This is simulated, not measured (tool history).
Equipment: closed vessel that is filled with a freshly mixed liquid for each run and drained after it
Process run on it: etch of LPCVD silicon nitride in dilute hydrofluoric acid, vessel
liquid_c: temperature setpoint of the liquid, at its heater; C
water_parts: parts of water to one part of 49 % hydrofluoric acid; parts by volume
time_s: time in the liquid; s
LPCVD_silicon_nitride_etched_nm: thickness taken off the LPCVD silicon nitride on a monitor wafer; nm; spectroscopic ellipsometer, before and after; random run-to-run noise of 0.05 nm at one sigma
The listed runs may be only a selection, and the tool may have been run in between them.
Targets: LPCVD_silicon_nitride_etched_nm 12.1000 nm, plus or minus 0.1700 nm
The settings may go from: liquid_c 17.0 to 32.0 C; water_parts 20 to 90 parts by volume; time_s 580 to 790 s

| run | day | liquid_c | water_parts | time_s | LPCVD_silicon_nitride_etched_nm |
|---|---|---|---|---|---|
| 1 | 0.000 | 24.0 | 50 | 790 | 6.0243 |
| 2 | 0.200 | 24.0 | 35 | 790 | 8.4796 |
| 3 | 0.525 | 24.5 | 35 | 790 | 8.7692 |
| 4 | 0.762 | 24.5 | 35 | 580 | 6.4756 |
| 5 | 1.125 | 24.5 | 50 | 580 | 4.5705 |
|  | 1.462 | hydrofluoric acid flow meter replaced |
| 6 | 1.462 | 25.5 | 45 | 580 | 5.7063 |
| 7 | 1.792 | 26.5 | 40 | 580 | 6.8882 |
| 8 | 2.154 | 27.5 | 40 | 580 | 7.3999 |
| 9 | 2.208 | 31.5 | 30 | 580 | 12.5060 |

Exercise: of the 4 proposed moves below, exactly one satisfies all targets within the stated allowed misses. Which move is it?
| A | 2.262 | 30.0 | 30 | 610 | ? |
| B | 2.262 | 31.0 | 35 | 715 | ? |
| C | 2.262 | 32.0 | 30 | 580 | ? |
| D | 2.262 | 30.0 | 30 | 670 | ? |

| move | LPCVD_silicon_nitride_etched_nm |
|---|---|
| A | 11.9850 |
| B | 12.8950 |
| C | 12.9730 |
| D | 13.1640 |
A: hits every target within its allowed miss
B: moves away from the targets compared with the last run
C: moves away from the targets compared with the last run
D: moves away from the targets compared with the last run
Answer: A
